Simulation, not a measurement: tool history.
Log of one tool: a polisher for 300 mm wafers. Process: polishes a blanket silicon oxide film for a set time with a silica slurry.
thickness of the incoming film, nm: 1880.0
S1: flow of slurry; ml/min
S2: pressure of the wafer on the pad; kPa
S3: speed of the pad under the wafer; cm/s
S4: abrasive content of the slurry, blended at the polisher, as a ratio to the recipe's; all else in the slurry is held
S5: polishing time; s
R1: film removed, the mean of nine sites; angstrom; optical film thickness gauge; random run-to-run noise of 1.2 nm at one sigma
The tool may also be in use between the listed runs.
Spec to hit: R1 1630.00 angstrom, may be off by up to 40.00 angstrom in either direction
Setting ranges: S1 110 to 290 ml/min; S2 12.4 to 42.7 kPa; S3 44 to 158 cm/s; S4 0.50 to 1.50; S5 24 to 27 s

| run | hour | S1 | S2 | S3 | S4 | S5 | R1 |
|---|---|---|---|---|---|---|---|
| 1 | 0.0 | 185 | 27.6 | 100 | 1.00 | 27 | 993.74 |
| 2 | 1.3 | 215 | 27.6 | 100 | 1.00 | 27 | 1014.60 |
| 3 | 9.1 | 215 | 24.8 | 100 | 1.00 | 27 | 915.32 |
| 4 | 14.0 | 215 | 29.0 | 100 | 1.00 | 27 | 1052.80 |
| 5 | 19.9 | 255 | 29.0 | 100 | 1.00 | 27 | 1084.90 |
| 6 | 28.5 | 255 | 30.3 | 100 | 1.00 | 27 | 1121.30 |
| 7 | 34.9 | 255 | 31.7 | 100 | 1.00 | 27 | 1194.70 |
| 8 | 42.5 | 255 | 31.7 | 100 | 1.00 | 27 | 1172.50 |
| 9 | 48.2 | 255 | 33.1 | 100 | 1.00 | 27 | 1235.40 |
| 10 | 54.8 | 255 | 34.5 | 100 | 1.00 | 27 | 1291.30 |
| 11 | 59.6 | 255 | 35.2 | 100 | 1.00 | 27 | 1317.70 |
| 12 | 68.1 | 255 | 35.9 | 100 | 1.00 | 27 | 1348.70 |
|  | 72.5 | head pressure recalibrated |
| 13 | 72.5 | 255 | 36.5 | 100 | 1.00 | 27 | 1236.80 |
| 14 | 80.7 | 260 | 37.2 | 102 | 1.00 | 27 | 1270.30 |
| 15 | 87.0 | 265 | 37.9 | 108 | 1.00 | 27 | 1365.60 |
| 16 | 94.3 | 265 | 37.9 | 108 | 1.00 | 27 | 1374.40 |
| 17 | 99.3 | 275 | 42.7 | 108 | 1.00 | 27 | 1537.90 |

Which of these 5 next moves meets every target?
| A | 104.3 | 265 | 42.7 | 120 | 0.95 | 24 | ? |
| B | 104.3 | 255 | 40.7 | 98 | 1.05 | 27 | ? |
| C | 104.3 | 290 | 42.7 | 114 | 0.80 | 26 | ? |
| D | 104.3 | 230 | 40.7 | 134 | 0.90 | 24 | ? |
| E | 104.3 | 270 | 42.7 | 118 | 1.00 | 27 | ? |

| move | R1 |
|---|---|
| A | 1430.40 |
| B | 1353.00 |
| C | 1404.20 |
| D | 1432.20 |
| E | 1622.60 |
A: the biggest miss grows against the last run
B: the biggest miss grows against the last run
C: the biggest miss grows against the last run
D: the biggest miss grows against the last run
E: hits every target within its allowed miss
E meets every target.
